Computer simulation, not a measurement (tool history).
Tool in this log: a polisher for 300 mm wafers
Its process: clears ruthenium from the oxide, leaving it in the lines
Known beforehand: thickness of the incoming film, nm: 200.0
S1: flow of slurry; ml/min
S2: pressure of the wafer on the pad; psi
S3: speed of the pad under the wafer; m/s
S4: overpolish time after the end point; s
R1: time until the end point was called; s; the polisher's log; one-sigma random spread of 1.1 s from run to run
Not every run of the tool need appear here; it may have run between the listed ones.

run 1 hour=0 | S1=240 S2=2.5 S3=1.3 S4=7 | R1=100.89
run 2 hour=6.2 | S1=240 S2=2.7 S3=1.32 S4=7 | R1=93.03
run 3 hour=12.1 | S1=240 S2=2.7 S3=1.32 S4=7 | R1=91.952
run 4 hour=14.2 | S1=240 S2=2.8 S3=1.32 S4=7 | R1=86.61
run 5 hour=21.6 | S1=240 S2=2.8 S3=1.32 S4=5 | R1=88.43
run 6 hour=22.9 | S1=240 S2=2.9 S3=1.32 S4=5 | R1=86.888
run 7 hour=26.7 | S1=240 S2=3 S3=1.32 S4=5 | R1=83.766
run 8 hour=34 | S1=240 S2=3.1 S3=1.32 S4=5 | R1=83.403
run 9 hour=34.7 | S1=240 S2=3.2 S3=1.34 S4=5 | R1=79.394

Forecast run 10:
run 10 hour=36.4 | S1=240 S2=3.3 S3=1.36 S4=5 | R1=?

R1: 78.222 s

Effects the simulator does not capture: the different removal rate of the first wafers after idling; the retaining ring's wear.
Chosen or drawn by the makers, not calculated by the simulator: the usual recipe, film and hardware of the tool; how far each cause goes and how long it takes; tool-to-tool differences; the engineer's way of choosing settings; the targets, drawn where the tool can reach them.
